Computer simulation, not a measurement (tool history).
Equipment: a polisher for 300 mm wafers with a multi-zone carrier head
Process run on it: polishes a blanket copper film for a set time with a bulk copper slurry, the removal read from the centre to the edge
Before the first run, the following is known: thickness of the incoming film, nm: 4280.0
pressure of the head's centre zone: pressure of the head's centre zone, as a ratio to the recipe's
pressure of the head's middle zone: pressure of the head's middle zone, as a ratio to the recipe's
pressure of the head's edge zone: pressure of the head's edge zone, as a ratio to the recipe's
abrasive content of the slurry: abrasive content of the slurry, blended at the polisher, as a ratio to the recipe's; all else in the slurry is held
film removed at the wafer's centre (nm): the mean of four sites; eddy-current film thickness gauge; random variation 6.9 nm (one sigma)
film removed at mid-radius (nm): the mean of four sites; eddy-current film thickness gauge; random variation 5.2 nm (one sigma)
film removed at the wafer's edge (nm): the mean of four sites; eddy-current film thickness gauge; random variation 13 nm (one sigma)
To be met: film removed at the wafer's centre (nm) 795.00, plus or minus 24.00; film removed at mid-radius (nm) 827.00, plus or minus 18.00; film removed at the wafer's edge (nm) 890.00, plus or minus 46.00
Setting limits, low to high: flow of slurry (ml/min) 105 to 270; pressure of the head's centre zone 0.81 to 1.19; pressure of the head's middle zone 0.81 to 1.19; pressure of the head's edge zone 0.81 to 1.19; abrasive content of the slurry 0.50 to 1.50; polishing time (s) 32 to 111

| run | hour | flow of slurry (ml/min) | pressure of the head's centre zone | pressure of the head's middle zone | pressure of the head's edge zone | abrasive content of the slurry | polishing time (s) | film removed at the wafer's centre (nm) | film removed at mid-radius (nm) | film removed at the wafer's edge (nm) |
|---|---|---|---|---|---|---|---|---|---|---|
| 1 | 0.0 | 175 | 1.00 | 1.00 | 1.00 | 1.00 | 71 | 970.34 | 973.43 | 949.01 |
| 2 | 3.8 | 165 | 0.98 | 0.98 | 1.00 | 1.00 | 71 | 950.11 | 949.56 | 927.14 |
| 3 | 8.0 | 165 | 0.98 | 0.98 | 1.06 | 1.00 | 71 | 936.45 | 934.45 | 972.42 |
| 4 | 12.2 | 165 | 0.98 | 0.93 | 1.06 | 1.00 | 71 | 955.69 | 900.32 | 960.99 |
| 5 | 15.0 | 165 | 0.95 | 0.93 | 1.06 | 1.00 | 71 | 938.72 | 911.00 | 978.09 |
| 6 | 21.9 | 155 | 0.93 | 0.93 | 1.06 | 0.95 | 71 | 896.82 | 881.18 | 945.51 |
| 7 | 25.6 | 150 | 0.92 | 0.93 | 1.06 | 0.95 | 71 | 891.94 | 878.12 | 905.25 |
| 8 | 29.4 | 130 | 0.82 | 0.87 | 1.16 | 0.95 | 71 | 803.14 | 819.89 | 975.58 |
| 9 | 34.5 | 130 | 0.82 | 0.87 | 1.14 | 0.95 | 71 | 805.04 | 813.61 | 955.31 |
| 10 | 37.8 | 130 | 0.82 | 0.87 | 1.14 | 0.95 | 71 | 793.63 | 823.03 | 943.78 |
| 11 | 41.0 | 130 | 0.82 | 0.87 | 1.13 | 0.95 | 71 | 802.34 | 821.98 | 935.24 |
| 12 | 47.8 | 130 | 0.82 | 0.87 | 1.12 | 0.95 | 71 | 804.11 | 815.86 | 948.82 |
| 13 | 55.9 | 130 | 0.82 | 0.88 | 1.11 | 0.95 | 71 | 793.35 | 824.73 | 930.68 |
| 14 | 57.8 | 130 | 0.82 | 0.88 | 1.10 | 0.95 | 71 | 814.62 | 830.81 | 925.09 |

Below are 5 possible settings for the next run. Only one of them brings all results inside the allowed miss of their targets. Which is it?
| A | 59.7 | 140 | 0.89 | 0.88 | 0.93 | 1.05 | 68 | ? | ? | ? |
| B | 59.7 | 140 | 0.85 | 0.84 | 1.12 | 0.95 | 74 | ? | ? | ? |
| C | 59.7 | 105 | 0.90 | 0.89 | 0.98 | 1.00 | 72 | ? | ? | ? |
| D | 59.7 | 105 | 0.90 | 0.86 | 0.86 | 0.70 | 79 | ? | ? | ? |
| E | 59.7 | 105 | 0.86 | 0.93 | 1.07 | 1.20 | 66 | ? | ? | ? |

| move | film removed at the wafer's centre (nm) | film removed at mid-radius (nm) | film removed at the wafer's edge (nm) |
|---|---|---|---|
| A | 832.15 | 822.80 | 861.95 |
| B | 855.93 | 840.25 | 974.62 |
| C | 842.46 | 838.12 | 893.88 |
| D | 842.72 | 815.45 | 858.33 |
| E | 784.99 | 834.50 | 883.94 |
A: moves away from the targets compared with the last run
B: moves away from the targets compared with the last run
C: moves away from the targets compared with the last run
D: moves away from the targets compared with the last run
E: every result within its allowed miss
So the answer is move E, the one that meets all the targets.

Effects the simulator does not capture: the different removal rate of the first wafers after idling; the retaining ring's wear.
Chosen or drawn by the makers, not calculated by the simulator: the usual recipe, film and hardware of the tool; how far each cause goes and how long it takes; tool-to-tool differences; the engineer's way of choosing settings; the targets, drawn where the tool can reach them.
